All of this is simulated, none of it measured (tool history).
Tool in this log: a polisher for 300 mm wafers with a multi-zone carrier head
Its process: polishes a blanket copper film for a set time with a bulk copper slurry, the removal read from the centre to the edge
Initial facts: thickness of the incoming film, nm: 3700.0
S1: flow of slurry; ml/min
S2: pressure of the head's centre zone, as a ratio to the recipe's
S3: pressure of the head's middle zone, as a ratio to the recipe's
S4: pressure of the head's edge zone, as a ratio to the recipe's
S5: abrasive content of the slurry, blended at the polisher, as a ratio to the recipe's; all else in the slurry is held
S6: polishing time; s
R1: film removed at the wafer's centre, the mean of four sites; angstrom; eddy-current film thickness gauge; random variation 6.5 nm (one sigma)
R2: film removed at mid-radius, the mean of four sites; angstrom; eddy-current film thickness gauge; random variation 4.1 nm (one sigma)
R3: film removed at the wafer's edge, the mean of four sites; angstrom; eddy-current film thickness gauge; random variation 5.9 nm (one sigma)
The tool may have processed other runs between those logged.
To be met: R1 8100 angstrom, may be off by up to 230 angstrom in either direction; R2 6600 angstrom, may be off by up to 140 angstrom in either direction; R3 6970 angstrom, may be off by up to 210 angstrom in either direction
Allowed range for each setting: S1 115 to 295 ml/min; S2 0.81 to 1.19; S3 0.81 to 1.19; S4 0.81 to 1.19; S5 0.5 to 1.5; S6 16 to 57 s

| run | day | S1 | S2 | S3 | S4 | S5 | S6 | R1 | R2 | R3 |
|---|---|---|---|---|---|---|---|---|---|---|
| 1 | 0 | 190 | 1 | 1 | 1 | 1 | 36 | 5954.9 | 5996.3 | 6042.3 |
| 2 | 0.233 | 205 | 1.05 | 1 | 1.03 | 1.05 | 36 | 6440.4 | 6044.3 | 6271.1 |
| 3 | 0.55 | 205 | 1.05 | 1 | 1.09 | 1.05 | 36 | 6473.3 | 6103.2 | 6483.2 |
| 4 | 0.721 | 220 | 1.08 | 1.01 | 1.1 | 1.05 | 36 | 6641.3 | 6183.9 | 6556.7 |
| 5 | 0.958 | 220 | 1.08 | 1.01 | 1.1 | 1.15 | 36 | 6799.2 | 6303.8 | 6563.2 |
| 6 | 1.146 | 230 | 1.11 | 1.01 | 1.11 | 1.2 | 36 | 7005 | 6425.6 | 6699.2 |
| 7 | 1.217 | 235 | 1.13 | 0.99 | 1.1 | 1.25 | 36 | 7229 | 6404.4 | 6773.1 |
| 8 | 1.412 | 240 | 1.14 | 0.98 | 1.08 | 1.3 | 36 | 7483.5 | 6410.3 | 6905.1 |
| 9 | 1.579 | 250 | 1.15 | 0.98 | 1.07 | 1.3 | 36 | 7619.6 | 6364.7 | 6772.5 |
| 10 | 1.758 | 255 | 1.16 | 0.98 | 1.08 | 1.3 | 36 | 7610.4 | 6482.4 | 6851.5 |

Which of these 5 next moves meets every target?
| A | 1.938 | 280 | 1.09 | 0.99 | 1.09 | 1.35 | 35 | ? | ? | ? |
| B | 1.938 | 255 | 1.09 | 1.01 | 1.11 | 1.3 | 35 | ? | ? | ? |
| C | 1.938 | 280 | 1.18 | 0.96 | 1.04 | 1.2 | 38 | ? | ? | ? |
| D | 1.938 | 270 | 1.17 | 0.94 | 1.07 | 1.2 | 37 | ? | ? | ? |
| E | 1.938 | 265 | 1.11 | 0.98 | 1.11 | 1.25 | 35 | ? | ? | ? |

| move | R1 | R2 | R3 |
|---|---|---|---|
| A | 7055.5 | 6464.9 | 6677.1 |
| B | 6920.7 | 6455.4 | 6631.7 |
| C | 8098.8 | 6674.9 | 6916.8 |
| D | 7783 | 6360.4 | 6811.5 |
| E | 7025.8 | 6270.6 | 6603.9 |
A: moves away from the targets compared with the last run
B: moves away from the targets compared with the last run
C: every result lands within tolerance
D: nearer the targets than the last run, but a result is still out of spec
E: moves away from the targets compared with the last run
Answer: C
